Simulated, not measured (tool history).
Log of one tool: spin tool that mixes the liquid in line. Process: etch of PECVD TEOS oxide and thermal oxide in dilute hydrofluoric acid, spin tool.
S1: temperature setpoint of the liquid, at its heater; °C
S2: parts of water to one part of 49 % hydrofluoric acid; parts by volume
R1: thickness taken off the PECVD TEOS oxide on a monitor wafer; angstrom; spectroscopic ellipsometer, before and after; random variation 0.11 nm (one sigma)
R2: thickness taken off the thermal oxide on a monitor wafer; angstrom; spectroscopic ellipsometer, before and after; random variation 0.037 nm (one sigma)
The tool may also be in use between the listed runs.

run 1 day=0.000 | S1=26.0 S2=60 time_under_the_liquid_(s)=30 | R1=127.190 R2=26.868
run 2 day=0.242 | S1=26.0 S2=75 time_under_the_liquid_(s)=30 | R1=98.697 R2=20.884
run 3 day=0.338 | S1=28.5 S2=70 time_under_the_liquid_(s)=30 | R1=117.650 R2=25.001
run 4 day=0.504 | S1=28.5 S2=60 time_under_the_liquid_(s)=30 | R1=140.470 R2=29.529
run 5 day=0.871 | S1=28.5 S2=40 time_under_the_liquid_(s)=30 | R1=219.750 R2=46.067
run 6 day=1.000 | S1=28.5 S2=60 time_under_the_liquid_(s)=30 | R1=140.490 R2=29.307
run 7 day=1.058 | S1=30.0 S2=55 time_under_the_liquid_(s)=30 | R1=163.210 R2=34.204
run 8 day=1.208 | S1=31.0 S2=55 time_under_the_liquid_(s)=30 | R1=171.040 R2=36.144
run 9 day=1.333 | S1=32.0 S2=55 time_under_the_liquid_(s)=30 | R1=178.200 R2=37.317

Run 10 comes next. What will it give?
run 10 day=1.700 | S1=32.5 S2=55 time_under_the_liquid_(s)=30 | R1=? R2=?

Run 10 came out at R1 180.600 angstrom, R2 37.933 angstrom.
